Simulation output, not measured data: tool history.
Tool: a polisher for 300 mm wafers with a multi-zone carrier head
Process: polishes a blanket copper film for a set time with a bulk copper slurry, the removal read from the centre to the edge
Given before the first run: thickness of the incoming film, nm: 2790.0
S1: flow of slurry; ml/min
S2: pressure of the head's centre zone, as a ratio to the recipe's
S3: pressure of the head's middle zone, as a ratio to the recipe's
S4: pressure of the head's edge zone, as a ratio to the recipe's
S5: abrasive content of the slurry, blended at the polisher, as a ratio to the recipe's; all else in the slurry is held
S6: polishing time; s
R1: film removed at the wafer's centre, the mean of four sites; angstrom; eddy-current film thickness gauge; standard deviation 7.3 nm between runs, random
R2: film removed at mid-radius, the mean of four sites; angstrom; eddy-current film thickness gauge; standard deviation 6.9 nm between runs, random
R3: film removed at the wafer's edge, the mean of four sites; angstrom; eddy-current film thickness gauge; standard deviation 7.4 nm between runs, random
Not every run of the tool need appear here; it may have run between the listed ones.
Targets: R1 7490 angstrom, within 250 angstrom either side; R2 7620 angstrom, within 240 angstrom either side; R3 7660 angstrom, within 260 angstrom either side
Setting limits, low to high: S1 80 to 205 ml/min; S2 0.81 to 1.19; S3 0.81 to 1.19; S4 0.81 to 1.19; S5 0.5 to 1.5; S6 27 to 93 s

run 1 hour=0 | S1=135 S2=1 S3=1 S4=1 S5=1 S6=59 | R1=4811.8 R2=4741.3 R3=4984.3
run 2 hour=3 | S1=135 S2=0.94 S3=1 S4=1 S5=1 S6=59 | R1=4528.7 R2=4742.5 R3=4893.2
run 3 hour=5.6 | S1=135 S2=0.94 S3=1 S4=1 S5=0.9 S6=59 | R1=4501.2 R2=4693.2 R3=4777.8
run 4 hour=10.1 | S1=150 S2=1 S3=1.05 S4=1.03 S5=1.1 S6=63 | R1=5505.5 R2=5550.7 R3=5563.6
run 5 hour=18.3 | S1=175 S2=1 S3=1.05 S4=1.03 S5=1.1 S6=63 | R1=5565.4 R2=5637.1 R3=5696.3
run 6 hour=23.5 | S1=180 S2=1.01 S3=1.08 S4=1.07 S5=1.25 S6=65 | R1=6064.4 R2=6181.2 R3=6095.5
run 7 hour=32.4 | S1=185 S2=1.01 S3=1.08 S4=1.1 S5=1.35 S6=68 | R1=6431.8 R2=6695.6 R3=6722
run 8 hour=38.4 | S1=195 S2=1.1 S3=1.12 S4=1.17 S5=1.5 S6=72 | R1=7656.1 R2=7584.1 R3=7548.3

Which of these 5 next moves meets every target?
run A hour=44.4 | S1=200 S2=1 S3=1.15 S4=1.19 S5=1.5 S6=71 | R1=? R2=? R3=?
run B hour=44.4 | S1=175 S2=1.09 S3=1.09 S4=1.15 S5=1.4 S6=72 | R1=? R2=? R3=?
run C hour=44.4 | S1=205 S2=1.14 S3=1.11 S4=1.18 S5=1.5 S6=70 | R1=? R2=? R3=?
run D hour=44.4 | S1=200 S2=1.06 S3=1.12 S4=1.19 S5=1.5 S6=72 | R1=? R2=? R3=?
run E hour=44.4 | S1=200 S2=1.13 S3=1.12 S4=1.17 S5=1.5 S6=72 | R1=? R2=? R3=?

move=A R1=7000.1 R2=7750.9 R3=7564.1
move=B R1=7413 R2=7226.5 R3=7299.6
move=C R1=7866 R2=7431.9 R3=7446.6
move=D R1=7510.4 R2=7681 R3=7673.7
move=E R1=7992.6 R2=7678.5 R3=7605.9
A: pushes the last run's worst result past its target
B: brings the result that was furthest off to its target, and leaves another outside
C: lands further from the targets than the last run did
D: every result lands within tolerance
E: lands further from the targets than the last run did
D is the move that brings every result within its allowed miss.

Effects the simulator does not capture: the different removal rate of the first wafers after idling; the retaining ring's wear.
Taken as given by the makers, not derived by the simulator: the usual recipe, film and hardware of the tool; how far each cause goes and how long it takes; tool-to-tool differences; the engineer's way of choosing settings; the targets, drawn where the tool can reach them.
